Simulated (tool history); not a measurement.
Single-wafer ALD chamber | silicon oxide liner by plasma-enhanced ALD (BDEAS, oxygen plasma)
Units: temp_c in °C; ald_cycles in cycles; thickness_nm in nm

run,hour,temp_c,ald_cycles,thickness_nm
1,0,310,62,5.9239
2,2.8,305,62,6.009
3,8.9,305,69,6.6563
4,16.5,308,64,6.1433
5,18,308,72,6.9049
6,25.6,314,72,6.848
7,28.4,316,66,6.2371
8,32.6,318,62,5.9064
9,38.9,319,58,5.4687
10,45.9,321,56,5.2848
11,48.9,322,54,5.0949
12,57,323,53,5.021
13,64.8,324,52,4.9265
14,68.5,325,51,4.7726
15,74.2,326,51,4.7801
16,80.3,327,51,4.7749

Run 17 comes next. What will it give?
17,88.3,328,51,?

Run 17 gave thickness_nm 4.783 nm.
